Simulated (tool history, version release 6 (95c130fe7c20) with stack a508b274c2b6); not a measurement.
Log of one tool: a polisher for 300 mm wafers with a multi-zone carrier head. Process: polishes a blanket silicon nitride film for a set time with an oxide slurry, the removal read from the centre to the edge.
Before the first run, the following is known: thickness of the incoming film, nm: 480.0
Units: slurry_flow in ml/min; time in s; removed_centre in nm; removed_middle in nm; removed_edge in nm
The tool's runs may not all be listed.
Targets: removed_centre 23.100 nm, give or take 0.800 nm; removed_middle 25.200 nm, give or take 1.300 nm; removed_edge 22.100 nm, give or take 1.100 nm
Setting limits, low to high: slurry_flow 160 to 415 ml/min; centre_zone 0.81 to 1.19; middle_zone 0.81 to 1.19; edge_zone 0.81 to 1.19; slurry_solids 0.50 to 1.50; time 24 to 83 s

Run 1, day 0.000: slurry_flow 265 ml/min, centre_zone 1.00, middle_zone 1.00, edge_zone 1.00, slurry_solids 1.00, time 53 s. Result: removed_centre 29.372 nm, removed_middle 29.962 nm, removed_edge 29.568 nm.
Run 2, day 0.333: slurry_flow 230 ml/min, centre_zone 1.00, middle_zone 1.00, edge_zone 1.00, slurry_solids 1.00, time 53 s. Result: removed_centre 29.472 nm, removed_middle 29.622 nm, removed_edge 29.688 nm.
Run 3, day 0.638: slurry_flow 235 ml/min, centre_zone 1.00, middle_zone 1.02, edge_zone 0.97, slurry_solids 0.90, time 53 s. Result: removed_centre 28.059 nm, removed_middle 28.783 nm, removed_edge 27.809 nm.
Run 4, day 1.008: slurry_flow 240 ml/min, centre_zone 1.00, middle_zone 1.03, edge_zone 0.95, slurry_solids 0.80, time 53 s. Result: removed_centre 26.499 nm, removed_middle 27.045 nm, removed_edge 25.184 nm.
Run 5, day 1.275: slurry_flow 240 ml/min, centre_zone 0.98, middle_zone 1.03, edge_zone 0.93, slurry_solids 0.75, time 53 s. Result: removed_centre 24.716 nm, removed_middle 26.570 nm, removed_edge 24.827 nm.
Run 6, day 1.433: slurry_flow 240 ml/min, centre_zone 0.98, middle_zone 1.04, edge_zone 0.91, slurry_solids 0.70, time 53 s. Result: removed_centre 24.180 nm, removed_middle 25.711 nm, removed_edge 23.799 nm.
Run 7, day 1.558: slurry_flow 240 ml/min, centre_zone 0.98, middle_zone 1.05, edge_zone 0.90, slurry_solids 0.70, time 53 s. Result: removed_centre 24.577 nm, removed_middle 25.925 nm, removed_edge 23.551 nm.
Run 8, day 1.904: slurry_flow 225 ml/min, centre_zone 0.94, middle_zone 1.06, edge_zone 0.84, slurry_solids 0.65, time 53 s. Result: removed_centre 22.184 nm, removed_middle 24.375 nm, removed_edge 22.223 nm.

Of the 5 settings listed for the next run, only one would bring every result within its allowed miss of target. Which one?
Run A, day 2.250: slurry_flow 190 ml/min, centre_zone 0.99, middle_zone 1.12, edge_zone 0.95, slurry_solids 0.50, time 56 s. Result: removed_centre ?, removed_middle ?, removed_edge ?.
Run B, day 2.250: slurry_flow 160 ml/min, centre_zone 0.86, middle_zone 1.02, edge_zone 0.93, slurry_solids 0.75, time 52 s. Result: removed_centre ?, removed_middle ?, removed_edge ?.
Run C, day 2.250: slurry_flow 175 ml/min, centre_zone 0.97, middle_zone 1.07, edge_zone 0.81, slurry_solids 0.75, time 51 s. Result: removed_centre ?, removed_middle ?, removed_edge ?.
Run D, day 2.250: slurry_flow 215 ml/min, centre_zone 0.93, middle_zone 0.99, edge_zone 0.88, slurry_solids 0.65, time 53 s. Result: removed_centre ?, removed_middle ?, removed_edge ?.
Run E, day 2.250: slurry_flow 205 ml/min, centre_zone 0.97, middle_zone 0.98, edge_zone 0.90, slurry_solids 0.70, time 55 s. Result: removed_centre ?, removed_middle ?, removed_edge ?.

move  removed_centre  removed_middle  removed_edge
   A          20.681          23.545        21.127
   B          20.286          24.901        23.923
   C          22.722          25.551        22.597
   D          21.525          23.796        22.780
   E          24.093          25.347        24.664
A: its largest miss is bigger than the last run's
B: its largest miss is bigger than the last run's
C: hits every target within its allowed miss
D: its largest miss is bigger than the last run's
E: takes the biggest miss from the last run beyond its target
Go with C: it meets all targets.
